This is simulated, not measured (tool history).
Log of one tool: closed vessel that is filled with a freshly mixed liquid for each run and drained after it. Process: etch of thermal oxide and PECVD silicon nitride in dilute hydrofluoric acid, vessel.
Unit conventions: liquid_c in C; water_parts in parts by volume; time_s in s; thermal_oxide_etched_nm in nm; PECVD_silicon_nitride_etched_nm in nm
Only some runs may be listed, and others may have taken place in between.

run  hour  liquid_c  water_parts  time_s  thermal_oxide_etched_nm  PECVD_silicon_nitride_etched_nm
  1   0.0      26.0          150     530                  18.1590                          22.3920
  2   3.5      23.0          150     530                  15.9660                          18.5200
  3   6.6      23.0          150     720                  21.9320                          24.9870
  4  10.6      22.0          165     685                  18.3090                          20.5910
  5  12.6      22.0          165     565                  14.9520                          16.8630
  6  18.6      21.5          180     550                  12.8780                          14.4710
  7  27.2      21.0          195     540                  11.0690                          12.9010
  8  29.9      18.0          215     285                   4.7400                           5.0555

What does the tool deliver on the next run?
  9  35.2      18.0          210     280                        ?                                ?

{"run 9": {"thermal_oxide_etched_nm": 4.7852, "PECVD_silicon_nitride_etched_nm": 5.1249}}
